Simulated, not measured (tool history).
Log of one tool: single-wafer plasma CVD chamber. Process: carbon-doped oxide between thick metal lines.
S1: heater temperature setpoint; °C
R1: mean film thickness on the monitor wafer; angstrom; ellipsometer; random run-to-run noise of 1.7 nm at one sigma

run 1 day=0.000 | S1=335 chamber_pressure_(mTorr)=4150 RF_power_(W)=470 deposition_time_(s)=169 | R1=7854.0
run 2 day=0.317 | S1=335 chamber_pressure_(mTorr)=3700 RF_power_(W)=470 deposition_time_(s)=169 | R1=7774.2
run 3 day=0.488 | S1=335 chamber_pressure_(mTorr)=3700 RF_power_(W)=470 deposition_time_(s)=169 | R1=7780.1
run 4 day=0.517 | S1=340 chamber_pressure_(mTorr)=3550 RF_power_(W)=470 deposition_time_(s)=169 | R1=7645.3
run 5 day=0.683 | S1=340 chamber_pressure_(mTorr)=3550 RF_power_(W)=535 deposition_time_(s)=169 | R1=8097.3
run 6 day=0.888 | S1=340 chamber_pressure_(mTorr)=3550 RF_power_(W)=570 deposition_time_(s)=169 | R1=8376.9
run 7 day=1.200 | S1=340 chamber_pressure_(mTorr)=3550 RF_power_(W)=570 deposition_time_(s)=169 | R1=8383.5
run 8 day=1.504 | S1=345 chamber_pressure_(mTorr)=3280 RF_power_(W)=550 deposition_time_(s)=169 | R1=8047.7
run 9 day=1.704 | S1=348 chamber_pressure_(mTorr)=3080 RF_power_(W)=535 deposition_time_(s)=169 | R1=7896.4
run 10 day=1.979 | S1=350 chamber_pressure_(mTorr)=2950 RF_power_(W)=515 deposition_time_(s)=169 | R1=7712.5
run 11 day=2.288 | S1=352 chamber_pressure_(mTorr)=2850 RF_power_(W)=500 deposition_time_(s)=169 | R1=7538.8

Run 12 is up next; what results do you expect?
run 12 day=2.404 | S1=353 chamber_pressure_(mTorr)=2770 RF_power_(W)=495 deposition_time_(s)=169 | R1=?

Run 12 produced R1 7476.7 angstrom.

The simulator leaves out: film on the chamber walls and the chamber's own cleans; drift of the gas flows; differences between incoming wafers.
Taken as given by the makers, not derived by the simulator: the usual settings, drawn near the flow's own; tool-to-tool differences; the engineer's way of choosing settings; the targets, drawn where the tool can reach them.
